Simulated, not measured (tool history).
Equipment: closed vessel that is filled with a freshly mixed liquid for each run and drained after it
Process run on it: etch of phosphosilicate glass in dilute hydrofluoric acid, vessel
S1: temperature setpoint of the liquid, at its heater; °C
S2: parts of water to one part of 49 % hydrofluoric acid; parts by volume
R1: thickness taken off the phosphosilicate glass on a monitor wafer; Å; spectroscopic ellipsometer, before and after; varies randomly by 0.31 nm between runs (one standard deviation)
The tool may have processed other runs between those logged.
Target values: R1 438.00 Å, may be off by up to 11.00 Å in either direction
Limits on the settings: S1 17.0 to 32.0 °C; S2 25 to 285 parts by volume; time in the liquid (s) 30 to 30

run 1 hour=0.0 | S1=24.0 S2=155 time_in_the_liquid_(s)=30 | R1=223.26
run 2 hour=8.1 | S1=26.5 S2=140 time_in_the_liquid_(s)=30 | R1=275.58
run 3 hour=11.9 | S1=23.5 S2=140 time_in_the_liquid_(s)=30 | R1=241.96
run 4 hour=17.3 | S1=23.5 S2=95 time_in_the_liquid_(s)=30 | R1=385.56
run 5 hour=18.9 | S1=23.5 S2=95 time_in_the_liquid_(s)=30 | R1=377.39
run 6 hour=23.4 | S1=24.5 S2=95 time_in_the_liquid_(s)=30 | R1=402.27
run 7 hour=28.5 | S1=25.0 S2=95 time_in_the_liquid_(s)=30 | R1=410.32
run 8 hour=29.8 | S1=25.5 S2=95 time_in_the_liquid_(s)=30 | R1=407.86
run 9 hour=35.1 | S1=28.0 S2=95 time_in_the_liquid_(s)=30 | R1=452.82

Which one of the following 4 next-run settings gets every result inside its allowed miss? There is exactly one.
run A hour=40.4 | S1=31.5 S2=100 time_in_the_liquid_(s)=30 | R1=?
run B hour=40.4 | S1=27.0 S2=95 time_in_the_liquid_(s)=30 | R1=?
run C hour=40.4 | S1=18.5 S2=65 time_in_the_liquid_(s)=30 | R1=?
run D hour=40.4 | S1=28.5 S2=95 time_in_the_liquid_(s)=30 | R1=?

move=A R1=490.66
move=B R1=438.68
move=C R1=470.95
move=D R1=464.72
A: its largest miss is bigger than the last run's
B: hits every target within its allowed miss
C: its largest miss is bigger than the last run's
D: its largest miss is bigger than the last run's
Correct choice: B, which meets every target
